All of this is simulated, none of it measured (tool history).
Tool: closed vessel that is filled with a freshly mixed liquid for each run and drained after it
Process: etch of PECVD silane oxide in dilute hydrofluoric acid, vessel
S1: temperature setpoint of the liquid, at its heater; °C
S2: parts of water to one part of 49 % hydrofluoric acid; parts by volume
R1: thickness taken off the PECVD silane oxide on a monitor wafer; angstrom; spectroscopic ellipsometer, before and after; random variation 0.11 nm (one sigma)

run 1 hour=0 | S1=24 S2=80 time_in_the_liquid_(s)=30 | R1=88.006
run 2 hour=6.3 | S1=25.5 S2=70 time_in_the_liquid_(s)=30 | R1=106.78
run 3 hour=14.5 | S1=27 S2=65 time_in_the_liquid_(s)=30 | R1=122.16
run 4 hour=17.5 | S1=28 S2=65 time_in_the_liquid_(s)=30 | R1=127.35
run 5 hour=20.1 | S1=28 S2=65 time_in_the_liquid_(s)=30 | R1=128.51
run 6 hour=21.2 | S1=29 S2=60 time_in_the_liquid_(s)=30 | R1=147.41

The next listed run, before its measurement:
run 7 hour=29.9 | S1=29 S2=60 time_in_the_liquid_(s)=30 | R1=?

Run 7 gave R1 147.16 angstrom.

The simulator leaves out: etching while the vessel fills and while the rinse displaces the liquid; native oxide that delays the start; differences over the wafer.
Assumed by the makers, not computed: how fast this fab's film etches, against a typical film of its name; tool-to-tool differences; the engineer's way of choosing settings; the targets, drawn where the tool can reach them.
